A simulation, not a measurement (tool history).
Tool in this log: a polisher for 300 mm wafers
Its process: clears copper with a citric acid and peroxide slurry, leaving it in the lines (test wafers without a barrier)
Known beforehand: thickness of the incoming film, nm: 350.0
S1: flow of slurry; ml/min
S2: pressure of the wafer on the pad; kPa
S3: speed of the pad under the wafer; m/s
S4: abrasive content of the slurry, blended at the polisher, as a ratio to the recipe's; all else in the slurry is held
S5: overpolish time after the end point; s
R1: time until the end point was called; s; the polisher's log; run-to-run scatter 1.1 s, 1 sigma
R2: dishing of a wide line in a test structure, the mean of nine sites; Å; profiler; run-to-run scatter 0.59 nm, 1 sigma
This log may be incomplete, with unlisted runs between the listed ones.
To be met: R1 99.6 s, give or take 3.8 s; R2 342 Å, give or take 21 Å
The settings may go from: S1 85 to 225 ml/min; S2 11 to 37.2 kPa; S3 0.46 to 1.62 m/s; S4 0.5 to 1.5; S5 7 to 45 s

Run 1, hour 0: S1 145 ml/min, S2 24.1 kPa, S3 1.04 m/s, S4 1, S5 23 s. Result: R1 139.51 s, R2 277.81 Å.
Run 2, hour 8.6: S1 150 ml/min, S2 25.5 kPa, S3 1.04 m/s, S4 1, S5 23 s. Result: R1 133.05 s, R2 295.36 Å.
Run 3, hour 16.5: S1 175 ml/min, S2 25.5 kPa, S3 1.04 m/s, S4 1, S5 23 s. Result: R1 127.32 s, R2 289.18 Å.
Run 4, hour 17.2: S1 180 ml/min, S2 26.9 kPa, S3 1.04 m/s, S4 1, S5 23 s. Result: R1 120.31 s, R2 296.37 Å.
Run 5, hour 25.1: S1 180 ml/min, S2 23.4 kPa, S3 1.04 m/s, S4 1, S5 23 s. Result: R1 136.23 s, R2 274.11 Å.
Run 6, hour 26.6: S1 180 ml/min, S2 27.6 kPa, S3 1.04 m/s, S4 1, S5 23 s. Result: R1 116.71 s, R2 307.55 Å.
Run 7, hour 33.7: S1 185 ml/min, S2 28.3 kPa, S3 1.04 m/s, S4 1, S5 23 s. Result: R1 118.58 s, R2 313.37 Å.
Run 8, hour 36.3: S1 185 ml/min, S2 29.6 kPa, S3 1.04 m/s, S4 1, S5 22 s. Result: R1 112 s, R2 309.34 Å.

Below are 4 possible settings for the next run. Only one of them brings all results inside the allowed miss of their targets. Which is it?
Run A, hour 38.9: S1 190 ml/min, S2 32.4 kPa, S3 1.22 m/s, S4 0.9, S5 36 s. Result: R1 ?, R2 ?.
Run B, hour 38.9: S1 195 ml/min, S2 33.1 kPa, S3 1.14 m/s, S4 0.9, S5 24 s. Result: R1 ?, R2 ?.
Run C, hour 38.9: S1 160 ml/min, S2 35.2 kPa, S3 0.98 m/s, S4 1.05, S5 29 s. Result: R1 ?, R2 ?.
Run D, hour 38.9: S1 190 ml/min, S2 35.9 kPa, S3 1.06 m/s, S4 0.95, S5 25 s. Result: R1 ?, R2 ?.

move      R1      R2
   A  90.414   363.3
   B  93.705  330.94
   C  99.556  343.88
   D  91.402  338.22
A: the result that was furthest off in the last run now lies on the other side of its target
B: the result that was furthest off in the last run now lies on the other side of its target
C: all results land within tolerance of their targets
D: the result that was furthest off in the last run now lies on the other side of its target
Go with C: it meets all targets.

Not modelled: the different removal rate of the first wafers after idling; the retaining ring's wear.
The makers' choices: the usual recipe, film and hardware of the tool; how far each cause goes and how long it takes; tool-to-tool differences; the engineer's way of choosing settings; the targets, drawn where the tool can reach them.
